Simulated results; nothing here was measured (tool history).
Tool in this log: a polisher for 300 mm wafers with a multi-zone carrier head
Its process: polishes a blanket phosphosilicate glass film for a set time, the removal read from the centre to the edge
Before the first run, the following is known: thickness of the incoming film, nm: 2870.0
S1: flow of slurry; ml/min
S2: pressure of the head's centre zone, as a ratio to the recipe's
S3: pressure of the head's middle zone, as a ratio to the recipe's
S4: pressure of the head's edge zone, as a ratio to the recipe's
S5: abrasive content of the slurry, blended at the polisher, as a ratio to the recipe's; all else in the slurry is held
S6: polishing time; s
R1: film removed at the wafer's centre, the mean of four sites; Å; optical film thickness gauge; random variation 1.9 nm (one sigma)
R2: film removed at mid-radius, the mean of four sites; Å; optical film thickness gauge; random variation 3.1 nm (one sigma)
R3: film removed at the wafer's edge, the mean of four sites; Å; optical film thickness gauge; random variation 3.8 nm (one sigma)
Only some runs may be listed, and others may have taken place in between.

{"run": 1, "hour": 0.0, "S1": 295, "S2": 1.0, "S3": 1.0, "S4": 1.0, "S5": 1.0, "S6": 56, "R1": 5108.6, "R2": 4992.0, "R3": 5064.3}
{"run": 2, "hour": 7.6, "S1": 295, "S2": 1.0, "S3": 1.0, "S4": 0.96, "S5": 1.0, "S6": 56, "R1": 5108.3, "R2": 5007.4, "R3": 5039.8}
{"run": 3, "hour": 16.0, "S1": 295, "S2": 0.97, "S3": 1.01, "S4": 0.93, "S5": 0.85, "S6": 51, "R1": 4063.7, "R2": 4182.7, "R3": 4078.8}
{"run": 4, "hour": 19.4, "S1": 295, "S2": 0.97, "S3": 1.01, "S4": 0.88, "S5": 0.85, "S6": 51, "R1": 4078.5, "R2": 4148.3, "R3": 3906.0}
{"run": 5, "hour": 22.6, "S1": 335, "S2": 0.97, "S3": 1.01, "S4": 0.88, "S5": 0.85, "S6": 51, "R1": 4184.6, "R2": 4231.6, "R3": 4015.5}
{"run": 6, "hour": 24.4, "S1": 305, "S2": 0.93, "S3": 0.99, "S4": 0.86, "S5": 0.75, "S6": 51, "R1": 3604.2, "R2": 3728.4, "R3": 3527.1}
{"run": 7, "hour": 26.1, "S1": 275, "S2": 0.89, "S3": 0.97, "S4": 0.85, "S5": 0.75, "S6": 51, "R1": 3389.6, "R2": 3641.9, "R3": 3463.1}
{"run": 8, "hour": 28.7, "S1": 245, "S2": 0.83, "S3": 0.91, "S4": 0.81, "S5": 0.5, "S6": 51, "R1": 2082.3, "R2": 2260.9, "R3": 2239.5}
{"run": 9, "hour": 33.0, "S1": 300, "S2": 0.86, "S3": 0.95, "S4": 0.86, "S5": 0.5, "S6": 50, "R1": 2150.3, "R2": 2346.7, "R3": 2321.6}
{"run": 10, "hour": 41.7, "S1": 370, "S2": 0.96, "S3": 1.05, "S4": 0.96, "S5": 0.75, "S6": 50, "R1": 3719.3, "R2": 3947.5, "R3": 3691.4}
{"run": 11, "hour": 50.2, "S1": 370, "S2": 0.91, "S3": 1.01, "S4": 0.92, "S5": 0.75, "S6": 50, "R1": 3493.7, "R2": 3762.1, "R3": 3572.8}
{"run": 12, "hour": 53.8, "S1": 315, "S2": 0.81, "S3": 0.92, "S4": 0.82, "S5": 0.6, "S6": 50, "R1": 2530.4, "R2": 2798.1, "R3": 2788.2}

For run 13, what comes out?
{"run": 13, "hour": 59.6, "S1": 350, "S2": 0.82, "S3": 0.93, "S4": 0.82, "S5": 0.6, "S6": 50, "R1": "?", "R2": "?", "R3": "?"}

Run 13 produced R1 2585.4 Å, R2 2894.4 Å, R3 2785.8 Å.
